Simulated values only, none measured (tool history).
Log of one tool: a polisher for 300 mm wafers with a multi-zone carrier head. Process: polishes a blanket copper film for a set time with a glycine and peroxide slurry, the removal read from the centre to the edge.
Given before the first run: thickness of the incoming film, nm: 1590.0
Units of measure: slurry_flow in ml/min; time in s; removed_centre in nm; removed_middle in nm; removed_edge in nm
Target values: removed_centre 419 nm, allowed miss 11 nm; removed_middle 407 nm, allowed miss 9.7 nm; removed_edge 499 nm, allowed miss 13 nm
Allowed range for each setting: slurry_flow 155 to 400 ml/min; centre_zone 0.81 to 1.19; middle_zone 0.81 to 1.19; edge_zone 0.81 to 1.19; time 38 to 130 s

run,hour,slurry_flow,centre_zone,middle_zone,edge_zone,time,removed_centre,removed_middle,removed_edge
1,0,255,1,1,1,84,381.33,384.73,392
2,3.5,255,1,1,0.97,84,386,375.39,387.34
3,10.5,255,1,1,0.97,74,341.55,336.2,338.43
4,11.5,255,1,0.99,0.99,76,350.12,346.11,354.72
5,19.5,255,1,0.99,0.96,76,352.63,343.48,344.3
6,23.5,255,1,0.99,1.03,76,351.45,340.48,355.49
7,27.1,255,0.99,0.98,1.04,78,358.63,343.87,369.81
# hour 32.6: slurry nozzle cleaned
8,32.6,255,0.98,0.98,1.05,80,383.32,380.29,397.09

Exactly one of the 4 candidate moves below puts every result within its allowed miss. Which one?
A,38.1,270,1.07,0.89,1.06,86,?,?,?
B,38.1,310,0.95,1,1.08,82,?,?,?
C,38.1,240,0.97,1.07,0.98,74,?,?,?
D,38.1,235,0.86,0.86,1.19,95,?,?,?

move,removed_centre,removed_middle,removed_edge
A,438.47,380.89,427.37
B,395.27,400.4,415.23
C,350.35,369.27,349.57
D,417.45,404.34,494.89
A: gains on the last run, yet a result remains outside its allowed miss
B: gains on the last run, yet a result remains outside its allowed miss
C: moves away from the targets compared with the last run
D: in spec on every target
The move that meets every target is D.

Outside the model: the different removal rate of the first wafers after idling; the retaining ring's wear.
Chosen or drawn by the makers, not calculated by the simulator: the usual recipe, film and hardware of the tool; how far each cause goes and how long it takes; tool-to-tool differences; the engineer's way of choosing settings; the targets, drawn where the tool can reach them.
